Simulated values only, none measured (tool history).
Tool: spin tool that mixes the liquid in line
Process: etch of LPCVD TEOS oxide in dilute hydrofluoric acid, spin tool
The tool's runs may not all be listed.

| run | day | temperature setpoint of the liquid (K) | parts of water to one part of 49 % hydrofluoric acid (parts by volume) | time under the liquid (s) | thickness taken off the LPCVD TEOS oxide on a monitor wafer (nm) |
|---|---|---|---|---|---|
| 1 | 0.000 | 298.15 | 235 | 90 | 17.746 |
| 2 | 0.217 | 299.15 | 230 | 90 | 18.990 |
| 3 | 0.575 | 299.15 | 265 | 90 | 15.806 |
| 4 | 0.950 | 300.15 | 260 | 90 | 16.969 |
| 5 | 1.317 | 300.65 | 255 | 90 | 17.640 |
| 6 | 1.504 | 301.15 | 250 | 90 | 18.209 |
| 7 | 1.696 | 301.65 | 245 | 90 | 18.898 |
| 8 | 2.021 | 305.65 | 195 | 90 | 29.333 |
| 9 | 2.062 | 305.65 | 195 | 90 | 29.174 |
| 10 | 2.367 | 304.65 | 195 | 90 | 28.212 |

Run 11 comes next. What will it give?
| 11 | 2.454 | 304.65 | 195 | 90 | ? |

{"run 11": {"thickness taken off the LPCVD TEOS oxide on a monitor wafer (nm)": 28.228}}
